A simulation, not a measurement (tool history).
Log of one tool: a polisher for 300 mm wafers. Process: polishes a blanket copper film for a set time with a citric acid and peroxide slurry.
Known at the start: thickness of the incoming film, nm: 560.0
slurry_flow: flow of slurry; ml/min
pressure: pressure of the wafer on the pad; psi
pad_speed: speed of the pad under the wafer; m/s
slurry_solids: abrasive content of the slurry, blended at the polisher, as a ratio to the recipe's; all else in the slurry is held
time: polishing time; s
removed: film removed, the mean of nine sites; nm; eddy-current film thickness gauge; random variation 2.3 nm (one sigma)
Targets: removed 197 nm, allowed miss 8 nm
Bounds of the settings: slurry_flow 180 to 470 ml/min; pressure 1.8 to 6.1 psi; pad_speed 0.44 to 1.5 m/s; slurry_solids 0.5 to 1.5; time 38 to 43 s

run	hour	slurry_flow	pressure	pad_speed	slurry_solids	time	removed
1	0	300	3.9	0.96	1	43	133.07
2	7.7	300	3.9	0.8	1	43	111.39
3	14.7	300	3.9	0.58	1	43	82.144
4	20.6	300	3.9	0.5	1	43	69.862
5	22	300	3.9	0.5	0.85	43	67.56
6	25	300	4.2	0.56	0.85	43	80.352
7	28.4	300	4.5	0.6	0.85	43	91.992
8	31.8	305	5.6	0.88	0.9	43	166.68
9	39.8	305	5.7	0.88	0.9	43	168.29

5 next moves are on the table. One of them brings every result within its allowed miss. Which?
A	47.8	320	6.1	0.86	1	42	?
B	47.8	335	5.8	1.04	0.9	42	?
C	47.8	240	5.5	1.1	0.95	38	?
D	47.8	350	5.6	0.92	1.05	43	?
E	47.8	325	5.6	0.9	0.95	43	?

move	removed
A	174.26
B	195.77
C	174.87
D	178.96
E	170.11
A: nearer than the last run, and not there yet
B: meets every target
C: nearer than the last run, and not there yet
D: nearer than the last run, and not there yet
E: nearer than the last run, and not there yet
Answer: B
